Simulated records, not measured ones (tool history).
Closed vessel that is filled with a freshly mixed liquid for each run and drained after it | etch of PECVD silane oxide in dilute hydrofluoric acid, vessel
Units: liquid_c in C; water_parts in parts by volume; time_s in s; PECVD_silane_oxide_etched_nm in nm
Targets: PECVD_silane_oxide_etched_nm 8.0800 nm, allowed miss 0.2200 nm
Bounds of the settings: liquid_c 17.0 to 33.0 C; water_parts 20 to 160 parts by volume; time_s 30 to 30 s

{"run": 1, "hour": 0.0, "liquid_c": 25.0, "water_parts": 90, "time_s": 30, "PECVD_silane_oxide_etched_nm": 4.4573}
{"run": 2, "hour": 3.2, "liquid_c": 23.0, "water_parts": 90, "time_s": 30, "PECVD_silane_oxide_etched_nm": 4.1396}
{"run": 3, "hour": 5.6, "liquid_c": 24.5, "water_parts": 85, "time_s": 30, "PECVD_silane_oxide_etched_nm": 4.64}
{"run": 4, "hour": 6.6, "liquid_c": 24.5, "water_parts": 85, "time_s": 30, "PECVD_silane_oxide_etched_nm": 4.639}
{"run": 5, "hour": 7.2, "liquid_c": 25.5, "water_parts": 80, "time_s": 30, "PECVD_silane_oxide_etched_nm": 5.1785}
{"run": 6, "hour": 8.3, "liquid_c": 28.0, "water_parts": 80, "time_s": 30, "PECVD_silane_oxide_etched_nm": 5.712}
{"run": 7, "hour": 13.6, "liquid_c": 28.5, "water_parts": 80, "time_s": 30, "PECVD_silane_oxide_etched_nm": 5.8433}
{"run": 8, "hour": 18.9, "liquid_c": 29.0, "water_parts": 80, "time_s": 30, "PECVD_silane_oxide_etched_nm": 5.9538}
{"run": 9, "hour": 20.4, "liquid_c": 29.5, "water_parts": 80, "time_s": 30, "PECVD_silane_oxide_etched_nm": 6.0786}
{"run": 10, "hour": 28.9, "liquid_c": 29.5, "water_parts": 80, "time_s": 30, "PECVD_silane_oxide_etched_nm": 6.093}
{"run": 11, "hour": 37.3, "liquid_c": 30.0, "water_parts": 80, "time_s": 30, "PECVD_silane_oxide_etched_nm": 6.2351}
{"run": 12, "hour": 38.1, "liquid_c": 30.5, "water_parts": 80, "time_s": 30, "PECVD_silane_oxide_etched_nm": 6.3174}
{"run": 13, "hour": 45.8, "liquid_c": 31.0, "water_parts": 80, "time_s": 30, "PECVD_silane_oxide_etched_nm": 6.4231}
{"run": 14, "hour": 50.7, "liquid_c": 31.5, "water_parts": 80, "time_s": 30, "PECVD_silane_oxide_etched_nm": 6.5022}

5 next moves are on the table. One of them brings every result within its allowed miss. Which?
{"run": "A", "hour": 55.6, "liquid_c": 29.5, "water_parts": 55, "time_s": 30, "PECVD_silane_oxide_etched_nm": "?"}
{"run": "B", "hour": 55.6, "liquid_c": 31.5, "water_parts": 70, "time_s": 30, "PECVD_silane_oxide_etched_nm": "?"}
{"run": "C", "hour": 55.6, "liquid_c": 29.5, "water_parts": 100, "time_s": 30, "PECVD_silane_oxide_etched_nm": "?"}
{"run": "D", "hour": 55.6, "liquid_c": 33.0, "water_parts": 70, "time_s": 30, "PECVD_silane_oxide_etched_nm": "?"}
{"run": "E", "hour": 55.6, "liquid_c": 31.0, "water_parts": 75, "time_s": 30, "PECVD_silane_oxide_etched_nm": "?"}

move=A PECVD_silane_oxide_etched_nm=9.2493
move=B PECVD_silane_oxide_etched_nm=7.6506
move=C PECVD_silane_oxide_etched_nm=4.7339
move=D PECVD_silane_oxide_etched_nm=8.0930
move=E PECVD_silane_oxide_etched_nm=6.9488
A: takes the result that was furthest off past its target
B: nearer than the last run, and not there yet
C: further off than the last run
D: meets every target
E: nearer than the last run, and not there yet
Move D is the one to make.
